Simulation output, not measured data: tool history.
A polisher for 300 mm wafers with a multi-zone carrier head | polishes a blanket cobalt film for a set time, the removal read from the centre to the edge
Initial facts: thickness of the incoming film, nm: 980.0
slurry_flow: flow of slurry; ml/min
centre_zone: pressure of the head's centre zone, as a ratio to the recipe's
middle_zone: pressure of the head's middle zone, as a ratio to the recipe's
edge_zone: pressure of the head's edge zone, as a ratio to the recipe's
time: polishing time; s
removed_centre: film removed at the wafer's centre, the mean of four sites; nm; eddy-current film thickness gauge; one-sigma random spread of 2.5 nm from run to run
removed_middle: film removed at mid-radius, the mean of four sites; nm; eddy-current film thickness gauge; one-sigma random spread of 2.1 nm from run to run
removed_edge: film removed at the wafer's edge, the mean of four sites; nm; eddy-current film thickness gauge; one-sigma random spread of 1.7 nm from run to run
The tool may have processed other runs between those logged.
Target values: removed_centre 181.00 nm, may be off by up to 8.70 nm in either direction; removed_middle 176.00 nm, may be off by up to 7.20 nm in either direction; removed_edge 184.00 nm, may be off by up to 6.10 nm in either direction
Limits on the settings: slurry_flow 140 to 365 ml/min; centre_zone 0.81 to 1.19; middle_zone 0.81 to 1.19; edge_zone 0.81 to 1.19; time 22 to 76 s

Run 1, hour 0.0: slurry_flow 235 ml/min, centre_zone 1.00, middle_zone 1.00, edge_zone 1.00, time 49 s. Result: removed_centre 233.58 nm, removed_middle 230.90 nm, removed_edge 228.64 nm.
Run 2, hour 5.9: slurry_flow 270 ml/min, centre_zone 1.00, middle_zone 1.00, edge_zone 1.00, time 49 s. Result: removed_centre 235.78 nm, removed_middle 242.51 nm, removed_edge 229.41 nm.
Run 3, hour 13.5: slurry_flow 265 ml/min, centre_zone 0.99, middle_zone 0.98, edge_zone 0.99, time 48 s. Result: removed_centre 226.16 nm, removed_middle 231.47 nm, removed_edge 226.81 nm.
Run 4, hour 18.3: slurry_flow 265 ml/min, centre_zone 0.93, middle_zone 0.98, edge_zone 0.99, time 48 s. Result: removed_centre 222.07 nm, removed_middle 232.76 nm, removed_edge 224.80 nm.
Run 5, hour 21.7: slurry_flow 265 ml/min, centre_zone 0.93, middle_zone 0.98, edge_zone 1.05, time 48 s. Result: removed_centre 209.95 nm, removed_middle 227.91 nm, removed_edge 229.69 nm.
Run 6, hour 24.8: slurry_flow 265 ml/min, centre_zone 0.99, middle_zone 0.98, edge_zone 1.05, time 48 s. Result: removed_centre 226.57 nm, removed_middle 223.61 nm, removed_edge 230.95 nm.
Run 7, hour 31.8: slurry_flow 260 ml/min, centre_zone 0.98, middle_zone 0.97, edge_zone 1.04, time 47 s. Result: removed_centre 223.72 nm, removed_middle 220.13 nm, removed_edge 222.07 nm.
Run 8, hour 36.0: slurry_flow 255 ml/min, centre_zone 0.97, middle_zone 0.96, edge_zone 1.04, time 46 s. Result: removed_centre 214.97 nm, removed_middle 213.68 nm, removed_edge 220.27 nm.
Run 9, hour 36.8: slurry_flow 250 ml/min, centre_zone 0.96, middle_zone 0.95, edge_zone 1.03, time 45 s. Result: removed_centre 209.44 nm, removed_middle 204.52 nm, removed_edge 212.85 nm.
Run 10, hour 39.1: slurry_flow 245 ml/min, centre_zone 0.95, middle_zone 0.94, edge_zone 1.02, time 44 s. Result: removed_centre 204.08 nm, removed_middle 201.92 nm, removed_edge 208.26 nm.
Run 11, hour 43.2: slurry_flow 240 ml/min, centre_zone 0.94, middle_zone 0.93, edge_zone 1.02, time 43 s. Result: removed_centre 197.74 nm, removed_middle 192.80 nm, removed_edge 198.91 nm.
Run 12, hour 46.7: slurry_flow 235 ml/min, centre_zone 0.93, middle_zone 0.93, edge_zone 1.02, time 43 s. Result: removed_centre 193.86 nm, removed_middle 188.40 nm, removed_edge 200.20 nm.
Run 13, hour 54.8: slurry_flow 230 ml/min, centre_zone 0.93, middle_zone 0.93, edge_zone 1.01, time 43 s. Result: removed_centre 192.52 nm, removed_middle 189.30 nm, removed_edge 200.09 nm.
Run 14, hour 61.0: slurry_flow 225 ml/min, centre_zone 0.93, middle_zone 0.93, edge_zone 1.00, time 43 s. Result: removed_centre 191.71 nm, removed_middle 190.94 nm, removed_edge 197.43 nm.
Run 15, hour 64.5: slurry_flow 220 ml/min, centre_zone 0.93, middle_zone 0.93, edge_zone 0.99, time 43 s. Result: removed_centre 187.02 nm, removed_middle 190.95 nm, removed_edge 194.66 nm.
Run 16, hour 70.0: slurry_flow 215 ml/min, centre_zone 0.93, middle_zone 0.92, edge_zone 0.99, time 43 s. Result: removed_centre 194.00 nm, removed_middle 189.35 nm, removed_edge 193.44 nm.
Run 17, hour 74.2: slurry_flow 210 ml/min, centre_zone 0.92, middle_zone 0.92, edge_zone 0.99, time 43 s. Result: removed_centre 184.52 nm, removed_middle 190.46 nm, removed_edge 195.40 nm.

Of the 5 settings listed for the next run, only one would bring every result within its allowed miss of target. Which one?
Run A, hour 78.4: slurry_flow 215 ml/min, centre_zone 0.90, middle_zone 0.86, edge_zone 1.08, time 43 s. Result: removed_centre ?, removed_middle ?, removed_edge ?.
Run B, hour 78.4: slurry_flow 230 ml/min, centre_zone 0.93, middle_zone 0.92, edge_zone 0.99, time 40 s. Result: removed_centre ?, removed_middle ?, removed_edge ?.
Run C, hour 78.4: slurry_flow 265 ml/min, centre_zone 0.99, middle_zone 0.85, edge_zone 1.00, time 41 s. Result: removed_centre ?, removed_middle ?, removed_edge ?.
Run D, hour 78.4: slurry_flow 280 ml/min, centre_zone 1.02, middle_zone 0.97, edge_zone 0.97, time 40 s. Result: removed_centre ?, removed_middle ?, removed_edge ?.
Run E, hour 78.4: slurry_flow 205 ml/min, centre_zone 0.94, middle_zone 0.82, edge_zone 1.10, time 41 s. Result: removed_centre ?, removed_middle ?, removed_edge ?.

move  removed_centre  removed_middle  removed_edge
   A          179.86          182.28        206.43
   B          174.64          180.82        185.01
   C          193.99          176.36        193.06
   D          196.44          193.09        186.13
   E          177.88          166.06        197.84
A: gets the furthest-off result to its target, but another result is out of tolerance
B: every result lands within tolerance
C: gets the furthest-off result to its target, but another result is out of tolerance
D: moves away from the targets compared with the last run
E: pushes the last run's worst result past its target
Answer: B
